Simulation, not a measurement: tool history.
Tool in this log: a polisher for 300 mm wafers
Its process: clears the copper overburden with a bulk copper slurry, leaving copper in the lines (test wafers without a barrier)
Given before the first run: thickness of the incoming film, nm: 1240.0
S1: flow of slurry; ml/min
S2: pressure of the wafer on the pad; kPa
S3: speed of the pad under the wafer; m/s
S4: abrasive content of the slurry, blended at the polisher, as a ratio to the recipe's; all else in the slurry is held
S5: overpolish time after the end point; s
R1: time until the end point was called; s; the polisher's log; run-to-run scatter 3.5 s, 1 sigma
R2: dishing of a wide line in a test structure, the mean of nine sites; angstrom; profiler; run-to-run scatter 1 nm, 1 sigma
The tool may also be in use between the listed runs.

run,hour,S1,S2,S3,S4,S5,R1,R2
1,0,210,20.7,0.82,1,29,167.09,968.92
2,8.2,210,20,0.82,1,29,173.25,961.51
3,12.2,210,19.3,0.82,1,29,175.23,924.79
4,17.6,190,19.3,0.82,1,29,177.66,931
5,18.5,190,18.6,0.82,1,29,185.2,926.67
6,21,240,18.6,0.82,1,29,179.84,938.84
7,23.9,240,17.9,0.82,1,29,185.74,915.87
8,31.4,240,17.2,0.82,1,29,199.73,914.39

The next listed run, before its measurement:
9,34.5,240,16.5,0.82,1,27,?,?

R1: 206.05 s
R2: 852.55 angstrom
